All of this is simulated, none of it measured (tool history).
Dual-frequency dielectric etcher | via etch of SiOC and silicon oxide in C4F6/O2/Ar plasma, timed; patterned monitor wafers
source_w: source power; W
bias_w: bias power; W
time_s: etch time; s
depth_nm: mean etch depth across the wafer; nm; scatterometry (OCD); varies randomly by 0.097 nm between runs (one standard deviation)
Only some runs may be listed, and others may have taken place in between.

| run | hour | source_w | bias_w | time_s | depth_nm |
|---|---|---|---|---|---|
| 1 | 0 | 250 | 231 | 33 | 30.756 |
| 2 | 4.1 | 250 | 231 | 30.5 | 28.408 |
| 3 | 9 | 250 | 231 | 33 | 30.848 |
| 4 | 10.9 | 280 | 231 | 33 | 32.077 |
| 5 | 15.4 | 280 | 231 | 33 | 31.769 |
| 6 | 17.2 | 280 | 273 | 33 | 34.207 |

Run 7 is up next; what results do you expect?
| 7 | 19.9 | 230 | 227 | 31 | ? |

depth_nm: 28.025 nm

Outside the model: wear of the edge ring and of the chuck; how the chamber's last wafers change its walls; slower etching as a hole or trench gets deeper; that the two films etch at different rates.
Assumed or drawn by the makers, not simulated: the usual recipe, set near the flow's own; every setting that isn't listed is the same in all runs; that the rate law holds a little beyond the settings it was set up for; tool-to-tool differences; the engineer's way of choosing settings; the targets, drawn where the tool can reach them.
